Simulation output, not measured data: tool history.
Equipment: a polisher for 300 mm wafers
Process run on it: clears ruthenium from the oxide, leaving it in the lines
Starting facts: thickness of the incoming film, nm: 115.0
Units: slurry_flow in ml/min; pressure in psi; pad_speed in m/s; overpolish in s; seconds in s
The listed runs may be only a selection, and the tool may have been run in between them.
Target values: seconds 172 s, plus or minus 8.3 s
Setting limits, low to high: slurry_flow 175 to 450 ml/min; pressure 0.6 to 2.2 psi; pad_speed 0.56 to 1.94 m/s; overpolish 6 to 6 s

run	hour	slurry_flow	pressure	pad_speed	overpolish	seconds
1	0	290	1.4	1.24	6	106.02
2	8.9	290	1.2	1.22	6	119.51
3	10.2	290	1.2	1.08	6	136.63
4	16.6	290	1.1	1.08	6	139.37
5	22.9	320	1.1	1.08	6	140.93
6	31.1	320	1.1	1.08	6	137.83
7	34.1	315	1	1.08	6	148.07
8	36.2	315	0.9	1.08	6	153.74

Which one of the following 5 next-run settings gets every result inside its allowed miss? There is exactly one.
A	38.3	370	1	0.78	6	?
B	38.3	300	0.6	1.04	6	?
C	38.3	290	0.9	0.86	6	?
D	38.3	330	0.7	0.94	6	?
E	38.3	340	0.9	0.94	6	?

move	seconds
A	192.12
B	188.25
C	189.83
D	192.56
E	170.98
A: moves the result that the last run missed by most past its target, out the other side
B: moves the result that the last run missed by most past its target, out the other side
C: moves the result that the last run missed by most past its target, out the other side
D: moves the result that the last run missed by most past its target, out the other side
E: all results land within tolerance of their targets
Move E is the one to make.
